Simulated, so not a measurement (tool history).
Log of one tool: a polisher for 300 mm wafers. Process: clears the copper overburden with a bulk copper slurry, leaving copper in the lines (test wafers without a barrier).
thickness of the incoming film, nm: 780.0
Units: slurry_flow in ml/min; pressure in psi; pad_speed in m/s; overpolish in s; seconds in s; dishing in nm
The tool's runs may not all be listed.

run 1 hour=0.0 | slurry_flow=250 pressure=2.1 pad_speed=1.20 slurry_solids=1.0 overpolish=13 | seconds=81.758 dishing=63.357
run 2 hour=0.6 | slurry_flow=250 pressure=1.7 pad_speed=1.20 slurry_solids=1.0 overpolish=13 | seconds=98.620 dishing=55.833
run 3 hour=8.1 | slurry_flow=250 pressure=1.6 pad_speed=1.18 slurry_solids=1.0 overpolish=14 | seconds=103.430 dishing=54.987
run 4 hour=16.5 | slurry_flow=250 pressure=1.6 pad_speed=0.88 slurry_solids=1.0 overpolish=14 | seconds=136.550 dishing=47.085
run 5 hour=21.4 | slurry_flow=250 pressure=1.6 pad_speed=0.88 slurry_solids=1.0 overpolish=10 | seconds=133.320 dishing=36.557
run 6 hour=29.0 | slurry_flow=250 pressure=1.3 pad_speed=0.88 slurry_solids=1.0 overpolish=10 | seconds=155.300 dishing=32.369
run 7 hour=34.7 | slurry_flow=250 pressure=1.4 pad_speed=0.88 slurry_solids=1.0 overpolish=12 | seconds=149.670 dishing=39.135
run 8 hour=41.4 | slurry_flow=250 pressure=1.5 pad_speed=0.88 slurry_solids=1.0 overpolish=13 | seconds=140.340 dishing=42.589
run 9 hour=43.5 | slurry_flow=250 pressure=1.5 pad_speed=0.88 slurry_solids=1.0 overpolish=14 | seconds=137.510 dishing=45.594
run 10 hour=45.4 | slurry_flow=250 pressure=1.5 pad_speed=0.88 slurry_solids=1.0 overpolish=15 | seconds=143.860 dishing=48.457
run 11 hour=51.8 | slurry_flow=250 pressure=1.5 pad_speed=0.88 slurry_solids=1.0 overpolish=16 | seconds=137.960 dishing=49.765
run 12 hour=54.1 | slurry_flow=250 pressure=1.5 pad_speed=0.88 slurry_solids=1.0 overpolish=17 | seconds=142.240 dishing=51.964
run 13 hour=56.6 | slurry_flow=250 pressure=1.5 pad_speed=0.88 slurry_solids=1.0 overpolish=17 | seconds=143.560 dishing=50.291

The next listed run, before its measurement:
run 14 hour=60.2 | slurry_flow=250 pressure=1.5 pad_speed=0.88 slurry_solids=1.0 overpolish=18 | seconds=? dishing=?

Run 14 gave seconds 146.650 s, dishing 53.677 nm.
